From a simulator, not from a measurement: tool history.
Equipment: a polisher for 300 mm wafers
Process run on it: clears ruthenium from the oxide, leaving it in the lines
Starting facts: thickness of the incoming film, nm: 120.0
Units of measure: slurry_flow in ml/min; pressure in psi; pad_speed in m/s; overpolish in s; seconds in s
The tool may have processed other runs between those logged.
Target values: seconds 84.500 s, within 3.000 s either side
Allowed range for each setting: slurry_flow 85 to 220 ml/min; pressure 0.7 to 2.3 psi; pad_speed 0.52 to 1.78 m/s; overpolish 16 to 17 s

| run | hour | slurry_flow | pressure | pad_speed | overpolish | seconds |
|---|---|---|---|---|---|---|
| 1 | 0.0 | 140 | 1.5 | 1.14 | 16 | 145.890 |
| 2 | 7.2 | 145 | 1.6 | 1.14 | 16 | 139.070 |
| 3 | 11.9 | 145 | 1.7 | 1.16 | 16 | 129.520 |
| 4 | 19.8 | 145 | 1.5 | 1.16 | 16 | 146.480 |
| 5 | 26.8 | 145 | 1.6 | 1.16 | 16 | 136.490 |
| 6 | 32.4 | 145 | 1.7 | 1.16 | 16 | 130.110 |
| 7 | 37.6 | 145 | 1.8 | 1.18 | 16 | 121.800 |
| 8 | 40.9 | 145 | 1.9 | 1.20 | 16 | 114.020 |
|  | 44.3 | worn pad replaced by a new one |
| 9 | 44.3 | 145 | 2.0 | 1.22 | 16 | 102.270 |
| 10 | 50.9 | 150 | 2.2 | 1.22 | 16 | 92.351 |
| 11 | 55.6 | 155 | 2.3 | 1.24 | 16 | 88.511 |

Which one of the following 5 next-run settings gets every result inside its allowed miss? There is exactly one.
| A | 60.3 | 135 | 2.3 | 1.38 | 17 | ? |
| B | 60.3 | 170 | 2.2 | 1.18 | 17 | ? |
| C | 60.3 | 170 | 2.2 | 1.22 | 16 | ? |
| D | 60.3 | 220 | 2.3 | 1.10 | 17 | ? |
| E | 60.3 | 150 | 2.1 | 1.32 | 17 | ? |

| move | seconds |
|---|---|
| A | 83.424 |
| B | 92.721 |
| C | 90.848 |
| D | 90.139 |
| E | 91.627 |
A: each result inside its tolerance
B: the biggest miss grows against the last run
C: the biggest miss grows against the last run
D: the biggest miss grows against the last run
E: the biggest miss grows against the last run
A is the move that brings every result within its allowed miss.

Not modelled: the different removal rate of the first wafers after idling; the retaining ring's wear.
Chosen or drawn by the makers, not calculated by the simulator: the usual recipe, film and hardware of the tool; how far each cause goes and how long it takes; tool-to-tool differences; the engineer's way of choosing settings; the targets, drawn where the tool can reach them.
